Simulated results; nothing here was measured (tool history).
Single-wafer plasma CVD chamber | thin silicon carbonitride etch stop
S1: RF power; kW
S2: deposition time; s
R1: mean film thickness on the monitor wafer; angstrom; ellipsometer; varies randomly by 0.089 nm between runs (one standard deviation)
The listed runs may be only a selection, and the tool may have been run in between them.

Run 1, hour 0: S1 0.2 kW, S2 27.1 s. Result: R1 145.67 angstrom.
Run 2, hour 3.1: S1 0.2 kW, S2 24.9 s. Result: R1 133.14 angstrom.
Run 3, hour 7.3: S1 0.21 kW, S2 26.3 s. Result: R1 143.78 angstrom.
Run 4, hour 8.6: S1 0.21 kW, S2 23.3 s. Result: R1 126.26 angstrom.
Run 5, hour 16.4: S1 0.23 kW, S2 23.3 s. Result: R1 128.41 angstrom.
Run 6, hour 21.1: S1 0.21 kW, S2 23.3 s. Result: R1 127.25 angstrom.
Run 7, hour 24.9: S1 0.215 kW, S2 25.2 s. Result: R1 137.21 angstrom.
Run 8, hour 28.9: S1 0.22 kW, S2 26.6 s. Result: R1 146.14 angstrom.

Run 9 has not been measured yet. What should we expect?
Run 9, hour 31.2: S1 0.225 kW, S2 27.7 s. Result: R1 ?.

R1: 152.29 angstrom
